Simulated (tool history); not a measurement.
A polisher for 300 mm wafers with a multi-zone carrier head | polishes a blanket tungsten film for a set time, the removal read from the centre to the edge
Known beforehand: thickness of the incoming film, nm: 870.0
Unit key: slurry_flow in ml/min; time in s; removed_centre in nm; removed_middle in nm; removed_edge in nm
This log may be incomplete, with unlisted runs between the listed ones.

| run | day | slurry_flow | centre_zone | middle_zone | edge_zone | slurry_solids | time | removed_centre | removed_middle | removed_edge |
|---|---|---|---|---|---|---|---|---|---|---|
| 1 | 0.000 | 290 | 1.00 | 1.00 | 1.00 | 1.00 | 31 | 138.84 | 137.33 | 138.41 |
| 2 | 0.338 | 290 | 1.00 | 1.00 | 1.04 | 1.00 | 31 | 139.07 | 138.20 | 139.97 |
| 3 | 0.529 | 290 | 1.00 | 0.96 | 1.04 | 1.00 | 31 | 139.42 | 133.89 | 142.03 |
| 4 | 0.779 | 290 | 1.00 | 0.96 | 1.04 | 0.90 | 31 | 133.11 | 129.26 | 135.65 |
| 5 | 1.146 | 300 | 1.03 | 0.98 | 1.06 | 1.05 | 32 | 152.77 | 142.87 | 148.44 |
| 6 | 1.296 | 335 | 1.03 | 0.98 | 1.06 | 1.05 | 32 | 153.40 | 143.50 | 153.21 |
| 7 | 1.362 | 350 | 1.06 | 1.00 | 1.08 | 1.15 | 33 | 165.08 | 155.32 | 162.66 |

Estimate the outcome of run 8 from the log above:
| 8 | 1.604 | 350 | 1.09 | 1.00 | 1.08 | 1.20 | 34 | ? | ? | ? |

{"run 8": {"removed_centre": 178.74, "removed_middle": 163.14, "removed_edge": 168.61}}
